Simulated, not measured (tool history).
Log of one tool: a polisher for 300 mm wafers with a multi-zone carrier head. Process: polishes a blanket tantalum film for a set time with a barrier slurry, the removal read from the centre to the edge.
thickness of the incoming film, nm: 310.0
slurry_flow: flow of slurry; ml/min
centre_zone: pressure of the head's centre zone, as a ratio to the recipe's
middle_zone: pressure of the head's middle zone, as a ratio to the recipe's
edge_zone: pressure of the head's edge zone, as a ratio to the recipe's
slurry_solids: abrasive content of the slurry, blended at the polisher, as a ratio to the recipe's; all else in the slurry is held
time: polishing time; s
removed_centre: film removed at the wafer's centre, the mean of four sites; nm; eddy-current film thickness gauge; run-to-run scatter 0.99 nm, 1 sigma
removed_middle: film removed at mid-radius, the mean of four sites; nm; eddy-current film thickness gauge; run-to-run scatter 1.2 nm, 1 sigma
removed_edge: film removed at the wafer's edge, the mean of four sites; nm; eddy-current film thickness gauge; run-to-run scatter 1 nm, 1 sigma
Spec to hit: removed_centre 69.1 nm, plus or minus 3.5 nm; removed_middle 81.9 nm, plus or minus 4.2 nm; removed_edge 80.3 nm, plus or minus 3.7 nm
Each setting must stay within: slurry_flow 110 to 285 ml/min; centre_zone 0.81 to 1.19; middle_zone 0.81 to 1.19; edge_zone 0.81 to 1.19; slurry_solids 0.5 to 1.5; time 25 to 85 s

| run | hour | slurry_flow | centre_zone | middle_zone | edge_zone | slurry_solids | time | removed_centre | removed_middle | removed_edge |
|---|---|---|---|---|---|---|---|---|---|---|
| 1 | 0 | 180 | 1 | 1 | 1 | 1 | 55 | 55.879 | 55.957 | 58.294 |
| 2 | 6.3 | 185 | 0.98 | 1.03 | 1.03 | 1.15 | 57 | 56.686 | 61.926 | 63.893 |
| 3 | 12.4 | 185 | 0.95 | 1.03 | 1.03 | 1.15 | 57 | 57.259 | 60.362 | 64.355 |
| 4 | 20.3 | 165 | 0.95 | 1.03 | 1.03 | 1.15 | 57 | 57.068 | 60.798 | 61.84 |
| 5 | 26.6 | 170 | 0.96 | 1.05 | 1.04 | 1.25 | 59 | 59.235 | 63.877 | 66.413 |
| 6 | 32.9 | 190 | 0.96 | 1.05 | 1.04 | 1.25 | 59 | 60.81 | 65.851 | 66.357 |
| 7 | 38.1 | 195 | 0.95 | 1.07 | 1.07 | 1.3 | 61 | 63.562 | 68.308 | 70.635 |
| 8 | 44.8 | 195 | 0.92 | 1.09 | 1.07 | 1.35 | 63 | 61.148 | 75.588 | 73.593 |
| 9 | 49.5 | 200 | 0.93 | 1.09 | 1.08 | 1.4 | 64 | 65.328 | 75.733 | 76.375 |
| 10 | 53 | 205 | 0.93 | 1.1 | 1.08 | 1.45 | 64 | 65.409 | 76.386 | 75.412 |

Consider the 4 candidate settings below. Which is the only one whose results all fall within their allowed miss of target?
| A | 56.5 | 285 | 0.96 | 1.19 | 0.96 | 1.35 | 63 | ? | ? | ? |
| B | 56.5 | 210 | 0.95 | 1.18 | 1.16 | 1.45 | 65 | ? | ? | ? |
| C | 56.5 | 220 | 0.85 | 1.09 | 1.06 | 1.45 | 67 | ? | ? | ? |
| D | 56.5 | 205 | 0.9 | 1.17 | 0.98 | 1.5 | 71 | ? | ? | ? |

| move | removed_centre | removed_middle | removed_edge |
|---|---|---|---|
| A | 68.783 | 81.16 | 72.841 |
| B | 68.535 | 81.47 | 81.552 |
| C | 63.51 | 79.491 | 80.726 |
| D | 71.083 | 88.727 | 82.229 |
A: its largest miss is bigger than the last run's
B: every result lands within tolerance
C: puts the biggest miss on target and leaves a different result outside tolerance
D: puts the biggest miss on target and leaves a different result outside tolerance
Answer: B
